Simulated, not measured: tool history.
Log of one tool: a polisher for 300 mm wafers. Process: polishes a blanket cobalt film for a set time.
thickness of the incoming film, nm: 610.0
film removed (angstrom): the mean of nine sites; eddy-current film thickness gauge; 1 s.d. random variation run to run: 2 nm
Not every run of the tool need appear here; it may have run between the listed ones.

run	hour	flow of slurry (ml/min)	pressure of the wafer on the pad (kPa)	speed of the pad under the wafer (cm/s)	polishing time (s)	film removed (angstrom)
1	0	165	14.5	124	45	2583.1
2	2.1	165	13.8	124	45	2498.5
3	9.5	165	13.8	124	45	2475.1
4	16.2	165	13.8	124	45	2518
5	18	165	13.1	124	45	2394.1
6	21.5	165	13.1	124	47	2440.4
# hour 28.3: slurry nozzle cleaned
7	28.3	165	12.4	124	47	2473.4
8	35.1	165	11.7	122	47	2323.8
9	37.3	155	7.6	118	47	1451.8
10	42.3	160	7.6	118	47	1486.8

Expected results for the next run?
11	43.1	165	7.6	118	47	?

{"run 11": {"film removed (angstrom)": 1483.2}}
